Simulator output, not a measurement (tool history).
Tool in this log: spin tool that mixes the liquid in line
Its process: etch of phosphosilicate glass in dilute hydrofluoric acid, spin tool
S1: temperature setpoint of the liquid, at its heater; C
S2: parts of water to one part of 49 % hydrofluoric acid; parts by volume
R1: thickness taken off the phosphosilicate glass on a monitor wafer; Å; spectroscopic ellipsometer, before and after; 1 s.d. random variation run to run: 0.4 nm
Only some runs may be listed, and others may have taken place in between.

run 1 hour=0.0 | S1=24.0 S2=230 time_under_the_liquid_(s)=115 | R1=935.66
run 2 hour=4.6 | S1=22.0 S2=230 time_under_the_liquid_(s)=115 | R1=875.60
run 3 hour=7.5 | S1=22.0 S2=165 time_under_the_liquid_(s)=115 | R1=1308.00
run 4 hour=12.0 | S1=22.0 S2=115 time_under_the_liquid_(s)=115 | R1=1965.30
run 5 hour=20.6 | S1=22.0 S2=115 time_under_the_liquid_(s)=115 | R1=1991.30
run 6 hour=28.0 | S1=25.0 S2=115 time_under_the_liquid_(s)=115 | R1=2230.20
run 7 hour=36.4 | S1=22.5 S2=165 time_under_the_liquid_(s)=115 | R1=1325.30
run 8 hour=40.3 | S1=21.0 S2=190 time_under_the_liquid_(s)=115 | R1=1060.30
-- hour=42.2 thermometer replaced
run 9 hour=42.2 | S1=20.0 S2=210 time_under_the_liquid_(s)=115 | R1=846.84
run 10 hour=44.3 | S1=19.0 S2=220 time_under_the_liquid_(s)=115 | R1=770.79
run 11 hour=51.7 | S1=18.5 S2=230 time_under_the_liquid_(s)=115 | R1=718.82
run 12 hour=53.8 | S1=18.5 S2=230 time_under_the_liquid_(s)=115 | R1=721.67

Predict the results of run 13:
run 13 hour=61.9 | S1=18.5 S2=230 time_under_the_liquid_(s)=115 | R1=?

R1: 721.21 Å

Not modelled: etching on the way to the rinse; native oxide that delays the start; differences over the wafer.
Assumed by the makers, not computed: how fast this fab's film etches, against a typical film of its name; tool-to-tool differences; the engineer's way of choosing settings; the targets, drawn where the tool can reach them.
